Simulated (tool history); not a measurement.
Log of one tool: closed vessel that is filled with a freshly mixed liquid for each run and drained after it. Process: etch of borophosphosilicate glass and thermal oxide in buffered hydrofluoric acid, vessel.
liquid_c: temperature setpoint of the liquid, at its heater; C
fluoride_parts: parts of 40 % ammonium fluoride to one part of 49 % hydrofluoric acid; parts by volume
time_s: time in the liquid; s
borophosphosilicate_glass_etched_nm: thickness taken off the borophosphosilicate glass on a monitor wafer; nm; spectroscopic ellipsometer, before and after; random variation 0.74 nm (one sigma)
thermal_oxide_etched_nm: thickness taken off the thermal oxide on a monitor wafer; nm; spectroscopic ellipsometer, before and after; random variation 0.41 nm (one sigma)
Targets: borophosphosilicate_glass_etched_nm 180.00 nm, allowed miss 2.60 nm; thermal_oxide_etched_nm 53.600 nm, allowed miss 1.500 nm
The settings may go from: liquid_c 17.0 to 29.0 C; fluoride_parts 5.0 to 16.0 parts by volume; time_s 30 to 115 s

run	day	liquid_c	fluoride_parts	time_s	borophosphosilicate_glass_etched_nm	thermal_oxide_etched_nm
1	0.000	21.0	9.5	60	197.56	59.157
2	0.350	20.5	9.5	60	192.80	56.862
3	0.379	22.5	9.5	60	215.21	63.787
4	0.583	22.0	9.5	60	206.81	62.046
5	0.754	22.0	9.5	45	155.05	46.830
6	0.900	22.5	9.5	45	160.13	48.081
7	1.025	22.5	9.5	45	160.17	48.081
8	1.292	23.0	9.5	45	165.59	48.760
9	1.546	23.5	9.5	45	169.04	50.127
10	1.688	24.0	9.5	45	174.97	51.498

Which of these 4 next moves meets every target?
A	1.829	29.0	10.0	35	?	?
B	1.829	17.5	7.5	50	?	?
C	1.829	21.0	7.0	40	?	?
D	1.829	26.0	10.0	40	?	?

move	borophosphosilicate_glass_etched_nm	thermal_oxide_etched_nm
A	172.23	51.344
B	172.49	50.860
C	180.65	53.366
D	168.02	50.010
A: further off than the last run
B: further off than the last run
C: meets every target
D: further off than the last run
Answer: C
